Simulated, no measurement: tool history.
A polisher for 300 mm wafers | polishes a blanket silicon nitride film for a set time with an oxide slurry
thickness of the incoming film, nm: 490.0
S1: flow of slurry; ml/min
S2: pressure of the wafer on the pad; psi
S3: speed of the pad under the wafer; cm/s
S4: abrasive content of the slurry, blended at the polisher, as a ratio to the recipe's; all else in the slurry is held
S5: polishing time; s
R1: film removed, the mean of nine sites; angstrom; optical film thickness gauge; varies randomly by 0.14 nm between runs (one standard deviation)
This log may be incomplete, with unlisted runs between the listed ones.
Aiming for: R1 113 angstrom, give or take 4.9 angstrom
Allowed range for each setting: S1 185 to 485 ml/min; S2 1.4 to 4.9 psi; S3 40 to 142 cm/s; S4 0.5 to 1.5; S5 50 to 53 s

{"run": 1, "hour": 0.0, "S1": 310, "S2": 3.1, "S3": 90, "S4": 1, "S5": 50, "R1": 253.57}
{"run": 2, "hour": 1.2, "S1": 310, "S2": 2.8, "S3": 84, "S4": 1, "S5": 50, "R1": 228.47}
{"run": 3, "hour": 6.0, "S1": 310, "S2": 2.8, "S3": 94, "S4": 1, "S5": 50, "R1": 242.32}
{"run": 4, "hour": 13.6, "S1": 310, "S2": 2.8, "S3": 106, "S4": 1, "S5": 50, "R1": 256.11}
{"run": 5, "hour": 21.4, "S1": 310, "S2": 2.8, "S3": 86, "S4": 1, "S5": 50, "R1": 225.77}
{"run": 6, "hour": 24.8, "S1": 310, "S2": 2.8, "S3": 66, "S4": 1, "S5": 50, "R1": 191.98}
{"run": 7, "hour": 28.2, "S1": 310, "S2": 2.6, "S3": 64, "S4": 1, "S5": 50, "R1": 181.32}
{"run": 8, "hour": 29.4, "S1": 310, "S2": 2.4, "S3": 60, "S4": 1, "S5": 50, "R1": 161.33}
{"run": 9, "hour": 33.2, "S1": 310, "S2": 2.2, "S3": 60, "S4": 1, "S5": 50, "R1": 145.77}
{"run": 10, "hour": 35.2, "S1": 310, "S2": 2.1, "S3": 60, "S4": 1, "S5": 50, "R1": 139.46}
{"run": 11, "hour": 40.2, "S1": 310, "S2": 2, "S3": 60, "S4": 1, "S5": 50, "R1": 131.07}

Exercise: of the 5 proposed moves below, exactly one satisfies all targets within the stated allowed misses. Which move is it?
{"run": "A", "hour": 45.2, "S1": 315, "S2": 2.2, "S3": 40, "S4": 1.05, "S5": 53, "R1": "?"}
{"run": "B", "hour": 45.2, "S1": 350, "S2": 1.7, "S3": 68, "S4": 1, "S5": 52, "R1": "?"}
{"run": "C", "hour": 45.2, "S1": 430, "S2": 1.7, "S3": 52, "S4": 1, "S5": 53, "R1": "?"}
{"run": "D", "hour": 45.2, "S1": 325, "S2": 1.4, "S3": 60, "S4": 1.05, "S5": 50, "R1": "?"}
{"run": "E", "hour": 45.2, "S1": 270, "S2": 2.2, "S3": 44, "S4": 1.05, "S5": 50, "R1": "?"}

move=A R1=127.89
move=B R1=127.1
move=C R1=113.39
move=D R1=97.477
move=E R1=124.89
A: moves toward the targets from the last run without getting all of them in spec
B: moves toward the targets from the last run without getting all of them in spec
C: all results in spec
D: pushes the last run's worst result past its target
E: moves toward the targets from the last run without getting all of them in spec
So the answer is move C, the one that meets all the targets.

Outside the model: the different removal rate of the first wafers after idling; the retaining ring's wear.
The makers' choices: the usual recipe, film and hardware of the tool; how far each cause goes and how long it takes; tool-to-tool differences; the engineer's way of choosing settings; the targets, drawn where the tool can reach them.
